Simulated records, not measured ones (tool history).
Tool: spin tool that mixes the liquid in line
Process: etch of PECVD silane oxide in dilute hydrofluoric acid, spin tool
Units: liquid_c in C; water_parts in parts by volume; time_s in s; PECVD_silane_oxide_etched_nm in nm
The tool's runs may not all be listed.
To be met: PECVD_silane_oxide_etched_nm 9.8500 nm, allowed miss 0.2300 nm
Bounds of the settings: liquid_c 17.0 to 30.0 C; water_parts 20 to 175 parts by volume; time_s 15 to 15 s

run 1 hour=0.0 | liquid_c=22.0 water_parts=95 time_s=15 | PECVD_silane_oxide_etched_nm=5.8025
run 2 hour=3.7 | liquid_c=23.5 water_parts=90 time_s=15 | PECVD_silane_oxide_etched_nm=6.5076
run 3 hour=12.1 | liquid_c=24.5 water_parts=85 time_s=15 | PECVD_silane_oxide_etched_nm=7.2879
run 4 hour=15.0 | liquid_c=23.5 water_parts=85 time_s=15 | PECVD_silane_oxide_etched_nm=6.9864
run 5 hour=20.4 | liquid_c=24.5 water_parts=85 time_s=15 | PECVD_silane_oxide_etched_nm=7.3172
run 6 hour=26.0 | liquid_c=24.5 water_parts=85 time_s=15 | PECVD_silane_oxide_etched_nm=7.2483
run 7 hour=28.7 | liquid_c=25.5 water_parts=85 time_s=15 | PECVD_silane_oxide_etched_nm=7.6181
run 8 hour=32.3 | liquid_c=26.5 water_parts=85 time_s=15 | PECVD_silane_oxide_etched_nm=7.9330
run 9 hour=37.6 | liquid_c=27.0 water_parts=85 time_s=15 | PECVD_silane_oxide_etched_nm=7.9699

4 next moves are on the table. One of them brings every result within its allowed miss. Which?
run A hour=42.9 | liquid_c=28.5 water_parts=70 time_s=15 | PECVD_silane_oxide_etched_nm=?
run B hour=42.9 | liquid_c=26.0 water_parts=65 time_s=15 | PECVD_silane_oxide_etched_nm=?
run C hour=42.9 | liquid_c=30.0 water_parts=75 time_s=15 | PECVD_silane_oxide_etched_nm=?
run D hour=42.9 | liquid_c=26.5 water_parts=70 time_s=15 | PECVD_silane_oxide_etched_nm=?

move=A PECVD_silane_oxide_etched_nm=10.5250
move=B PECVD_silane_oxide_etched_nm=10.3410
move=C PECVD_silane_oxide_etched_nm=10.3350
move=D PECVD_silane_oxide_etched_nm=9.7286
A: takes the result that was furthest off past its target
B: takes the result that was furthest off past its target
C: takes the result that was furthest off past its target
D: meets every target
The right move is D.
